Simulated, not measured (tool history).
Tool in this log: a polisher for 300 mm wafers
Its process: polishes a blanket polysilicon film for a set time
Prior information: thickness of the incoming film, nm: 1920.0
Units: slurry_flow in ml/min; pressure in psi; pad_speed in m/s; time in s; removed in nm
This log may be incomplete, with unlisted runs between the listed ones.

run,day,slurry_flow,pressure,pad_speed,time,removed
1,0.000,220,3.1,1.22,34,414.65
2,0.167,220,3.1,1.22,31,373.58
3,0.454,225,3.4,1.24,31,406.96
4,0.804,225,3.7,1.30,31,453.57
5,0.871,225,3.2,1.30,31,416.30
6,1.029,190,3.2,1.30,31,404.19
7,1.279,190,3.2,1.30,31,409.14
8,1.462,230,4.1,1.32,31,491.25
9,1.546,230,4.3,1.38,31,527.25
10,1.900,230,4.4,1.44,31,559.86

Run 11 comes next. What will it give?
11,2.233,260,4.9,1.56,31,?

{"run 11": {"removed": 653.78}}
